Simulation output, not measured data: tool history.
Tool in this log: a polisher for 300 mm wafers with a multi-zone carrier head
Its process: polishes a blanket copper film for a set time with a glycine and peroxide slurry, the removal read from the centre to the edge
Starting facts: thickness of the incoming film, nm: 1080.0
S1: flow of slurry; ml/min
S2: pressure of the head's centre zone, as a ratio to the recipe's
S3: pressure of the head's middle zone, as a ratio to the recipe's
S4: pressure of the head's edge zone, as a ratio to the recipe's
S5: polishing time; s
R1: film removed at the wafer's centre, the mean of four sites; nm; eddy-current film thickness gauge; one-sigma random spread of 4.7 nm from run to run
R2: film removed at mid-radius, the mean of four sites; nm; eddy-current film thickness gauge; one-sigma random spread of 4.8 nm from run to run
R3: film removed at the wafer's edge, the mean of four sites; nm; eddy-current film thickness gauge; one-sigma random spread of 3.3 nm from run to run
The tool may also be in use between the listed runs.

Run 1, day 0.000: S1 295 ml/min, S2 1.00, S3 1.00, S4 1.00, S5 69 s. Result: R1 348.92 nm, R2 347.62 nm, R3 371.16 nm.
Run 2, day 0.204: S1 330 ml/min, S2 1.00, S3 1.00, S4 1.00, S5 69 s. Result: R1 349.31 nm, R2 358.97 nm, R3 377.73 nm.
Run 3, day 0.396: S1 285 ml/min, S2 1.00, S3 1.00, S4 1.00, S5 69 s. Result: R1 344.37 nm, R2 349.11 nm, R3 372.80 nm.
Run 4, day 0.442: S1 305 ml/min, S2 1.02, S3 1.05, S4 1.04, S5 72 s. Result: R1 371.73 nm, R2 378.45 nm, R3 396.04 nm.
Run 5, day 0.679: S1 305 ml/min, S2 1.02, S3 1.05, S4 1.04, S5 82 s. Result: R1 428.52 nm, R2 433.63 nm, R3 447.59 nm.
Run 6, day 0.762: S1 305 ml/min, S2 0.97, S3 1.05, S4 1.04, S5 82 s. Result: R1 404.38 nm, R2 436.19 nm, R3 451.29 nm.
Run 7, day 0.950: S1 325 ml/min, S2 0.98, S3 1.07, S4 1.04, S5 82 s. Result: R1 414.79 nm, R2 445.59 nm, R3 452.19 nm.
Run 8, day 0.983: S1 340 ml/min, S2 0.98, S3 1.09, S4 1.05, S5 82 s. Result: R1 416.88 nm, R2 452.54 nm, R3 461.60 nm.
Run 9, day 1.200: S1 355 ml/min, S2 0.99, S3 1.11, S4 1.04, S5 82 s. Result: R1 417.02 nm, R2 463.30 nm, R3 452.57 nm.
Run 10, day 1.488: S1 355 ml/min, S2 0.99, S3 1.11, S4 1.04, S5 82 s. Result: R1 416.17 nm, R2 465.81 nm, R3 457.94 nm.

What will run 11 give?
At day 1.700: edge zone pressure recalibrated.
Run 11, day 1.700: S1 365 ml/min, S2 1.00, S3 1.12, S4 1.04, S5 82 s. Result: R1 ?, R2 ?, R3 ?.

{"run 11": {"R1": 419.3, "R2": 470.59, "R3": 442.68}}
